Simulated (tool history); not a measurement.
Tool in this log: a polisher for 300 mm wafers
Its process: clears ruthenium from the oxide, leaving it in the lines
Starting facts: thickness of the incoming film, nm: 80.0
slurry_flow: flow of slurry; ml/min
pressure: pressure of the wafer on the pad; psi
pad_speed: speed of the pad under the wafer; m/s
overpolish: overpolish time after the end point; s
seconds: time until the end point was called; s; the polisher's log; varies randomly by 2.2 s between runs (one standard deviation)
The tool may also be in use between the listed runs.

Run 1, hour 0: slurry_flow 280 ml/min, pressure 2 psi, pad_speed 0.88 m/s, overpolish 7 s. Result: seconds 93.18 s.
Run 2, hour 7.2: slurry_flow 280 ml/min, pressure 2.5 psi, pad_speed 0.88 m/s, overpolish 7 s. Result: seconds 75.679 s.
Run 3, hour 10.4: slurry_flow 280 ml/min, pressure 2.2 psi, pad_speed 0.86 m/s, overpolish 7 s. Result: seconds 84.832 s.
Run 4, hour 18.7: slurry_flow 280 ml/min, pressure 2.2 psi, pad_speed 0.86 m/s, overpolish 7 s. Result: seconds 85.472 s.
Run 5, hour 27.2: slurry_flow 280 ml/min, pressure 2 psi, pad_speed 0.84 m/s, overpolish 7 s. Result: seconds 96.572 s.
Run 6, hour 35.6: slurry_flow 280 ml/min, pressure 2.2 psi, pad_speed 0.84 m/s, overpolish 7 s. Result: seconds 87.465 s.
Run 7, hour 41.7: slurry_flow 280 ml/min, pressure 2 psi, pad_speed 0.82 m/s, overpolish 7 s. Result: seconds 94.5 s.
Run 8, hour 44.9: slurry_flow 280 ml/min, pressure 1.8 psi, pad_speed 0.8 m/s, overpolish 7 s. Result: seconds 106.37 s.

Run 9 comes next. What will it give?
Run 9, hour 52.9: slurry_flow 280 ml/min, pressure 1.7 psi, pad_speed 0.78 m/s, overpolish 7 s. Result: seconds ?.

seconds: 115.02 s
